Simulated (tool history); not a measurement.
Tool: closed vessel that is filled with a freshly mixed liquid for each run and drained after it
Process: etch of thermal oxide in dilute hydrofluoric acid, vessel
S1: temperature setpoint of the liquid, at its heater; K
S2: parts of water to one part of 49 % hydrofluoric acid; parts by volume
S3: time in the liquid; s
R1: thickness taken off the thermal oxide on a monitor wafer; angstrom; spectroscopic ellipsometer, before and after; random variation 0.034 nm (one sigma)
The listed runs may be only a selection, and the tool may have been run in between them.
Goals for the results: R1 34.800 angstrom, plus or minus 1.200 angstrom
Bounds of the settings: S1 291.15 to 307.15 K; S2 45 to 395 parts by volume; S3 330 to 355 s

run  hour      S1   S2   S3      R1
  1   0.0  299.15  220  330  59.038
  2   4.4  298.15  230  330  53.887
  3   6.8  298.15  230  330  53.310
  4  13.7  297.15  235  330  50.242
  5  22.6  297.15  235  355  54.223
  6  27.8  297.15  235  355  54.137
  7  33.1  296.15  240  355  51.287
  8  39.3  295.65  245  355  49.035
  9  40.5  295.15  250  355  46.875
 10  45.0  294.65  255  355  44.581
 11  50.8  294.15  260  355  42.682
 12  56.6  293.65  265  355  41.601
 13  59.6  293.15  270  355  39.252
 14  63.1  292.65  270  355  38.615
     66.9  -- hydrofluoric acid flow meter replaced
 15  66.9  292.65  270  355  41.820

Pick the move, out of 5, that brings all results within their allowed miss; only one does.
  A  70.7  293.65  245  355   ?
  B  70.7  293.65  310  340   ?
  C  70.7  293.65  210  335   ?
  D  70.7  291.15  320  355   ?
  E  70.7  293.15  315  330   ?

move      R1
   A  48.845
   B  34.824
   C  55.623
   D  31.870
   E  32.523
A: moves away from the targets compared with the last run
B: each result inside its tolerance
C: moves away from the targets compared with the last run
D: the result that was furthest off in the last run now lies on the other side of its target
E: the result that was furthest off in the last run now lies on the other side of its target
The right move is B.

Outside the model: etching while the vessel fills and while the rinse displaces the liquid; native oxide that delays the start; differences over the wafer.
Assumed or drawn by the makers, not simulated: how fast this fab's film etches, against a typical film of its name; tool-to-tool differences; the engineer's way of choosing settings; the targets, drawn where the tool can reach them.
